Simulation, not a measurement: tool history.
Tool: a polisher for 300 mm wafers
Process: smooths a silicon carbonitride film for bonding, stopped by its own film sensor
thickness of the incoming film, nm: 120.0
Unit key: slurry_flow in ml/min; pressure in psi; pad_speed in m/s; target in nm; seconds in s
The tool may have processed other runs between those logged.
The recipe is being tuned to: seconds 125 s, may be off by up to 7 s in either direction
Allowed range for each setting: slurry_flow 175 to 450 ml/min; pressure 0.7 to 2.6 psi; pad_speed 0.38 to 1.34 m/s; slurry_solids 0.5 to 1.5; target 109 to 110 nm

| run | hour | slurry_flow | pressure | pad_speed | slurry_solids | target | seconds |
|---|---|---|---|---|---|---|---|
| 1 | 0 | 290 | 1.6 | 0.86 | 1 | 109 | 70.05 |
| 2 | 4 | 290 | 1.5 | 0.86 | 1 | 109 | 75.659 |
| 3 | 10.5 | 290 | 1.4 | 0.86 | 1 | 109 | 78.526 |
| 4 | 17.3 | 235 | 1.4 | 0.86 | 1 | 109 | 80.869 |
| 5 | 22.6 | 235 | 1.3 | 0.86 | 1 | 109 | 86.474 |
| 6 | 24.2 | 280 | 1.3 | 0.86 | 1 | 109 | 86.222 |
| 7 | 28.1 | 280 | 1.2 | 0.86 | 1 | 109 | 92.918 |
| 8 | 34.3 | 280 | 0.7 | 0.84 | 1 | 109 | 160.88 |
| 9 | 39.8 | 280 | 0.8 | 0.84 | 1 | 109 | 135.83 |

Exactly one of the 5 candidate moves below puts every result within its allowed miss. Which one?
| A | 45.3 | 270 | 0.8 | 1 | 1.05 | 110 | ? |
| B | 45.3 | 315 | 0.8 | 0.76 | 0.9 | 109 | ? |
| C | 45.3 | 275 | 1 | 0.88 | 0.95 | 109 | ? |
| D | 45.3 | 175 | 0.7 | 0.9 | 1.2 | 109 | ? |
| E | 45.3 | 360 | 0.8 | 0.82 | 1 | 110 | ? |

| move | seconds |
|---|---|
| A | 110.24 |
| B | 159.44 |
| C | 113.45 |
| D | 150.39 |
| E | 128.52 |
A: carries the result that was furthest off beyond its target, to the other side
B: lands further from the targets than the last run did
C: carries the result that was furthest off beyond its target, to the other side
D: lands further from the targets than the last run did
E: each result inside its tolerance
E meets every target.
